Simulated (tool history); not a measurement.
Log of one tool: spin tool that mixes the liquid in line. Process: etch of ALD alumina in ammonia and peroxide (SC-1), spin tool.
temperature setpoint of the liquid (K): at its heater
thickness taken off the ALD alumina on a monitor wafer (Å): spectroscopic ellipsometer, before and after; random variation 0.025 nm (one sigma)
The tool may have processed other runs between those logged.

| run | day | temperature setpoint of the liquid (K) | parts of 29 % ammonia solution to one part of 30 % peroxide (parts by volume) | time under the liquid (s) | thickness taken off the ALD alumina on a monitor wafer (Å) |
|---|---|---|---|---|---|
| 1 | 0.000 | 335.15 | 0.5 | 50 | 44.849 |
| 2 | 0.338 | 335.15 | 0.5 | 40 | 36.997 |
| 3 | 0.471 | 335.15 | 0.5 | 50 | 46.215 |
| 4 | 0.688 | 337.65 | 0.5 | 50 | 52.544 |
| 5 | 0.742 | 335.15 | 0.5 | 50 | 45.277 |
| 6 | 0.942 | 335.15 | 0.5 | 40 | 37.366 |
| 7 | 1.296 | 333.65 | 0.5 | 40 | 33.976 |
| 8 | 1.617 | 332.65 | 0.5 | 40 | 31.966 |
| 9 | 1.742 | 332.15 | 0.5 | 40 | 31.685 |
| 10 | 2.042 | 327.15 | 0.5 | 40 | 24.102 |
|  | 2.329 | thermometer replaced |
| 11 | 2.329 | 327.65 | 0.5 | 40 | 23.078 |

Run 12 comes next. What will it give?
| 12 | 2.608 | 328.15 | 0.5 | 40 | ? |

For run 12 the tool returned thickness taken off the ALD alumina on a monitor wafer (Å) 23.530.

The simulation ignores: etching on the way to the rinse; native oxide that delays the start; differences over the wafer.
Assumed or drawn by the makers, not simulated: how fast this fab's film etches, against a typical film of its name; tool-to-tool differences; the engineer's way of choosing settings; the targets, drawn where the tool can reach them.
